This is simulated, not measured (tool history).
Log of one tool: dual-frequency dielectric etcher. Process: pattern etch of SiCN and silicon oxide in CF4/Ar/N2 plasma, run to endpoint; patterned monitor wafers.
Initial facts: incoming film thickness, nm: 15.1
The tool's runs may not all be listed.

run 1 day=0.000 | source_power_(kW)=0.570 bias_power_(kW)=0.075 Ar_flow_(sccm)=137 CF4_flow_(sccm)=62 | endpoint_time_(s)=14.737
run 2 day=0.200 | source_power_(kW)=0.570 bias_power_(kW)=0.075 Ar_flow_(sccm)=122 CF4_flow_(sccm)=62 | endpoint_time_(s)=14.666
run 3 day=0.288 | source_power_(kW)=0.600 bias_power_(kW)=0.075 Ar_flow_(sccm)=122 CF4_flow_(sccm)=62 | endpoint_time_(s)=13.935
run 4 day=0.646 | source_power_(kW)=0.620 bias_power_(kW)=0.075 Ar_flow_(sccm)=122 CF4_flow_(sccm)=62 | endpoint_time_(s)=13.538
run 5 day=0.862 | source_power_(kW)=0.640 bias_power_(kW)=0.075 Ar_flow_(sccm)=122 CF4_flow_(sccm)=62 | endpoint_time_(s)=13.127
run 6 day=0.983 | source_power_(kW)=0.580 bias_power_(kW)=0.075 Ar_flow_(sccm)=122 CF4_flow_(sccm)=62 | endpoint_time_(s)=14.391

The next listed run, before its measurement:
run 7 day=1.208 | source_power_(kW)=0.610 bias_power_(kW)=0.075 Ar_flow_(sccm)=122 CF4_flow_(sccm)=62 | endpoint_time_(s)=?

{"run 7": {"endpoint time (s)": 13.781}}

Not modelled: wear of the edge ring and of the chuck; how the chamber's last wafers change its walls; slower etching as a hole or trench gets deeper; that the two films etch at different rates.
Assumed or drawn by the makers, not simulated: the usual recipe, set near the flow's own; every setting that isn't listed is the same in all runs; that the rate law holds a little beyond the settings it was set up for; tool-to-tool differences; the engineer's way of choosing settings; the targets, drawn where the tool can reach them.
